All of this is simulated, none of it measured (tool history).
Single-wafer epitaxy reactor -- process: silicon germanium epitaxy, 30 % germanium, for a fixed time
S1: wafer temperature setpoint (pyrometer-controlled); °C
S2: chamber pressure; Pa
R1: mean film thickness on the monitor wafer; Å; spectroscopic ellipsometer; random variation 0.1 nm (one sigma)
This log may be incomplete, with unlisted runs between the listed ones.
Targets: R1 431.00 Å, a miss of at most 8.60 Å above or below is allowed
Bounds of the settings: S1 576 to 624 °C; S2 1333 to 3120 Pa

Run 1, hour 0.0: S1 600 °C, S2 2226 Pa. Result: R1 597.87 Å.
Run 2, hour 1.3: S1 594 °C, S2 2226 Pa. Result: R1 526.59 Å.
Run 3, hour 4.6: S1 591 °C, S2 2226 Pa. Result: R1 494.83 Å.
Run 4, hour 12.6: S1 589 °C, S2 2226 Pa. Result: R1 471.61 Å.
Run 5, hour 17.0: S1 588 °C, S2 2226 Pa. Result: R1 460.54 Å.
Run 6, hour 20.6: S1 596 °C, S2 2226 Pa. Result: R1 546.36 Å.
Run 7, hour 26.1: S1 593 °C, S2 2213 Pa. Result: R1 513.91 Å.
Run 8, hour 31.5: S1 590 °C, S2 2213 Pa. Result: R1 481.55 Å.
Run 9, hour 37.2: S1 588 °C, S2 2213 Pa. Result: R1 458.85 Å.
Run 10, hour 42.7: S1 587 °C, S2 2213 Pa. Result: R1 450.19 Å.

Next run, 4 choices. One meets every target within its allowed miss, the rest don't. Which?
Run A, hour 48.2: S1 589 °C, S2 2213 Pa. Result: R1 ?.
Run B, hour 48.2: S1 585 °C, S2 2200 Pa. Result: R1 ?.
Run C, hour 48.2: S1 587 °C, S2 2320 Pa. Result: R1 ?.
Run D, hour 48.2: S1 597 °C, S2 1547 Pa. Result: R1 ?.

move      R1
   A  470.76
   B  430.58
   C  461.60
   D  462.15
A: misses by more than the last run did
B: in spec on every target
C: misses by more than the last run did
D: misses by more than the last run did
Move B is the one to make.
